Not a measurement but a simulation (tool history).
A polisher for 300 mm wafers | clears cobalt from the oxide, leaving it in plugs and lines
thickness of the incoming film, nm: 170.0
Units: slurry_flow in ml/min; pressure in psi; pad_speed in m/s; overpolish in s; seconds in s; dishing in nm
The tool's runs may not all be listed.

run,day,slurry_flow,pressure,pad_speed,overpolish,seconds,dishing
1,0.000,235,2.3,0.96,27,25.155,48.892
2,0.283,185,2.3,0.96,27,26.525,48.748
3,0.546,185,2.3,0.96,18,26.165,44.819
4,0.596,175,2.1,0.96,16,27.523,41.938
5,0.712,175,2.1,0.74,16,36.082,37.656
6,0.783,175,2.1,0.74,8,36.258,25.154
7,1.129,175,1.8,0.74,19,40.437,39.529

The next listed run, before its measurement:
8,1.229,180,1.8,0.74,19,?,?

{"run 8": {"seconds": 39.588, "dishing": 39.544}}
